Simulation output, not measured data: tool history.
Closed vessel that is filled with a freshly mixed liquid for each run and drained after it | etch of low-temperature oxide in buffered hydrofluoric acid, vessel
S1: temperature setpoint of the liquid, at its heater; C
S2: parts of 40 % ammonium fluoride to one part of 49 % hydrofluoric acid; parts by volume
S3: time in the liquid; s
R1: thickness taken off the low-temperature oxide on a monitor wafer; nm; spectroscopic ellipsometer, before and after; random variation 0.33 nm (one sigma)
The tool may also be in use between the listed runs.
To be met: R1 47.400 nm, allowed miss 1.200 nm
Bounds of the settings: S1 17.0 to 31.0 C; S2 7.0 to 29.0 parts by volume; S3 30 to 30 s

| run | hour | S1 | S2 | S3 | R1 |
|---|---|---|---|---|---|
| 1 | 0.0 | 23.0 | 18.0 | 30 | 34.142 |
| 2 | 6.0 | 24.0 | 18.0 | 30 | 36.351 |
| 3 | 7.7 | 25.0 | 18.0 | 30 | 38.114 |
| 4 | 11.8 | 25.0 | 19.5 | 30 | 35.174 |
| 5 | 14.7 | 26.0 | 19.5 | 30 | 37.095 |
| 6 | 18.1 | 26.0 | 22.5 | 30 | 33.645 |
| 7 | 26.7 | 26.0 | 22.5 | 30 | 33.841 |
| 8 | 35.3 | 27.0 | 22.0 | 30 | 36.374 |
| 9 | 40.4 | 27.5 | 22.0 | 30 | 36.866 |
|  | 46.7 | thermometer replaced |
| 10 | 46.7 | 28.0 | 21.5 | 30 | 43.439 |
| 11 | 55.6 | 29.0 | 21.5 | 30 | 45.567 |

4 next moves are on the table. One of them brings every result within its allowed miss. Which?
| A | 64.5 | 29.0 | 22.5 | 30 | ? |
| B | 64.5 | 29.5 | 24.0 | 30 | ? |
| C | 64.5 | 28.5 | 22.5 | 30 | ? |
| D | 64.5 | 31.0 | 24.0 | 30 | ? |

| move | R1 |
|---|---|
| A | 44.818 |
| B | 44.037 |
| C | 43.640 |
| D | 47.671 |
A: further off than the last run
B: further off than the last run
C: further off than the last run
D: meets every target
Answer: D
